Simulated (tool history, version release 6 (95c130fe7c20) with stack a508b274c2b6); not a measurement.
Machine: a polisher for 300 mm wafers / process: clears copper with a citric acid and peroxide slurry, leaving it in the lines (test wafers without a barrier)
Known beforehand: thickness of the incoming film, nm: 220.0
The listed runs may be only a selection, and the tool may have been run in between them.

| run | hour | flow of slurry (ml/min) | pressure of the wafer on the pad (psi) | speed of the pad under the wafer (cm/s) | abrasive content of the slurry | overpolish time after the end point (s) | time until the end point was called (s) | dishing of a wide line in a test structure (nm) |
|---|---|---|---|---|---|---|---|---|
| 1 | 0 | 240 | 2.5 | 104 | 1 | 16 | 141.64 | 12.515 |
| 2 | 3.8 | 240 | 2.2 | 112 | 1 | 13 | 149.47 | 10.772 |
| 3 | 7.1 | 255 | 2.2 | 104 | 1.1 | 11 | 158.86 | 9.3309 |
| 4 | 10.1 | 255 | 2.4 | 104 | 1.1 | 11 | 142.3 | 10.134 |
| 5 | 16.3 | 255 | 2.8 | 104 | 1.1 | 11 | 123.85 | 10.834 |
| 6 | 18.9 | 285 | 2.9 | 88 | 1.2 | 9 | 141.54 | 8.9038 |
| 7 | 20.9 | 310 | 3.1 | 76 | 1.3 | 8 | 140.08 | 7.4531 |
| 8 | 28 | 325 | 3.2 | 68 | 1.35 | 7 | 154.83 | 6.4596 |
| 9 | 34.1 | 340 | 3.4 | 62 | 1.4 | 6 | 152.89 | 5.7437 |
| 10 | 39.7 | 350 | 3.5 | 60 | 1.45 | 6 | 157.37 | 5.6383 |
|  | 41.9 | head pressure recalibrated |
| 11 | 41.9 | 355 | 3.6 | 58 | 1.45 | 6 | 137.3 | 6.1681 |
| 12 | 50.3 | 360 | 3.6 | 54 | 1.45 | 6 | 153.3 | 5.7376 |
| 13 | 57.2 | 365 | 3.7 | 52 | 1.45 | 6 | 152.25 | 5.6571 |
| 14 | 65.2 | 375 | 3.9 | 46 | 1.45 | 5 | 163.15 | 4.6034 |

Expected results for the next run?
| 15 | 70.9 | 375 | 3.9 | 56 | 1.5 | 5 | ? | ? |

{"run 15": {"time until the end point was called (s)": 134.09, "dishing of a wide line in a test structure (nm)": 5.4895}}
